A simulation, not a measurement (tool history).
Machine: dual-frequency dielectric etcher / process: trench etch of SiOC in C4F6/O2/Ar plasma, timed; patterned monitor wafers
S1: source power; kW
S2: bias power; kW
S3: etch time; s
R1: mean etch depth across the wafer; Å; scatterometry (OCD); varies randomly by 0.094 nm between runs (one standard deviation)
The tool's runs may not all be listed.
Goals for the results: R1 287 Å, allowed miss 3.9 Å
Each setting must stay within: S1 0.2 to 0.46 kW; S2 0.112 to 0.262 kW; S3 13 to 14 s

{"run": 1, "hour": 0.0, "S1": 0.33, "S2": 0.187, "S3": 14, "R1": 266.75}
{"run": 2, "hour": 1.1, "S1": 0.33, "S2": 0.187, "S3": 14, "R1": 267.61}
{"run": 3, "hour": 5.0, "S1": 0.34, "S2": 0.188, "S3": 14, "R1": 271.59}
{"run": 4, "hour": 8.8, "S1": 0.35, "S2": 0.188, "S3": 14, "R1": 271.99}
{"run": 5, "hour": 9.7, "S1": 0.35, "S2": 0.188, "S3": 14, "R1": 271.62}
{"run": 6, "hour": 10.8, "S1": 0.32, "S2": 0.188, "S3": 14, "R1": 266.55}
{"run": 7, "hour": 16.9, "S1": 0.34, "S2": 0.19, "S3": 14, "R1": 270.92}
{"run": 8, "hour": 23.5, "S1": 0.35, "S2": 0.191, "S3": 14, "R1": 274.18}

Below are 5 possible settings for the next run. Only one of them brings all results inside the allowed miss of their targets. Which is it?
{"run": "A", "hour": 30.1, "S1": 0.35, "S2": 0.178, "S3": 14, "R1": "?"}
{"run": "B", "hour": 30.1, "S1": 0.32, "S2": 0.2, "S3": 13, "R1": "?"}
{"run": "C", "hour": 30.1, "S1": 0.35, "S2": 0.199, "S3": 14, "R1": "?"}
{"run": "D", "hour": 30.1, "S1": 0.3, "S2": 0.221, "S3": 13.5, "R1": "?"}
{"run": "E", "hour": 30.1, "S1": 0.35, "S2": 0.214, "S3": 14, "R1": "?"}

move=A R1=267.28
move=B R1=253.35
move=C R1=278.67
move=D R1=268.9
move=E R1=286.41
A: further off than the last run
B: further off than the last run
C: nearer the targets than the last run, but a result is still out of spec
D: further off than the last run
E: hits every target within its allowed miss
So the answer is move E, the one that meets all the targets.

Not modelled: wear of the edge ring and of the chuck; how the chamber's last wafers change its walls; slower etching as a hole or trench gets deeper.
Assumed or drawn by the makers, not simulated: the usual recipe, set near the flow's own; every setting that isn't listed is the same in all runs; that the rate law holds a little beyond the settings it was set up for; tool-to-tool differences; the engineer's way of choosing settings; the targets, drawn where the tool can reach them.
